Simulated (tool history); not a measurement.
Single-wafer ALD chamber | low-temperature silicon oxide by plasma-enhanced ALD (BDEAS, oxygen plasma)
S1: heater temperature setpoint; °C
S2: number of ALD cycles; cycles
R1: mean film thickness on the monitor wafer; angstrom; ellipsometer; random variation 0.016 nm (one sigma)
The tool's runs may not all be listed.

run  hour   S1  S2      R1
  1   0.0  100  54  70.993
  2   8.8  103  53  69.138
  3  11.2   94  53  70.937
  4  12.0   98  52  68.828
  5  13.9   98  48  63.475
  6  18.8   98  44  58.464
  7  22.7   96  44  58.884
     31.7  -- thermocouple changed; heater temperature recalibrated
  8  31.7   94  44  59.921

The next listed run, before its measurement:
  9  37.8  93  44   ?

{"run 9": {"R1": 60.358}}
